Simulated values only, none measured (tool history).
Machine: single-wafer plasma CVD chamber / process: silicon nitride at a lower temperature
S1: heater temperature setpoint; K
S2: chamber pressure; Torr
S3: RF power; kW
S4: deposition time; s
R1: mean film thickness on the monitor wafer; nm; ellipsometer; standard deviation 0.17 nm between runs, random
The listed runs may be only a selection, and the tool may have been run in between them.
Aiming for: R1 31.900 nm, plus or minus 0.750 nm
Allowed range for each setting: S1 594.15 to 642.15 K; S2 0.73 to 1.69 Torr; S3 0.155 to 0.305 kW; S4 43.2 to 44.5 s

run,day,S1,S2,S3,S4,R1
1,0.000,618.15,1.21,0.230,43.2,41.628
2,0.267,618.15,1.11,0.215,43.2,37.793
3,0.521,618.15,1.11,0.190,43.2,33.876
4,0.788,618.15,1.07,0.190,43.2,33.664
5,0.862,618.15,0.89,0.190,43.2,31.123
6,0.917,618.15,0.89,0.165,43.2,27.116
7,1.121,618.15,0.98,0.165,43.2,28.335
8,1.317,618.15,1.05,0.165,43.2,29.363
9,1.438,618.15,1.10,0.165,43.2,30.058

Pick the move, out of 4, that brings all results within their allowed miss; only one does.
A,1.558,619.15,1.03,0.180,44.0,?
B,1.558,621.15,1.07,0.155,43.2,?
C,1.558,632.15,1.21,0.175,44.5,?
D,1.558,618.15,0.86,0.175,44.5,?

move,R1
A,32.376
B,27.958
C,33.839
D,29.351
A: every result lands within tolerance
B: the biggest miss grows against the last run
C: the result that was furthest off in the last run now lies on the other side of its target
D: the biggest miss grows against the last run
Move A is the one to make.

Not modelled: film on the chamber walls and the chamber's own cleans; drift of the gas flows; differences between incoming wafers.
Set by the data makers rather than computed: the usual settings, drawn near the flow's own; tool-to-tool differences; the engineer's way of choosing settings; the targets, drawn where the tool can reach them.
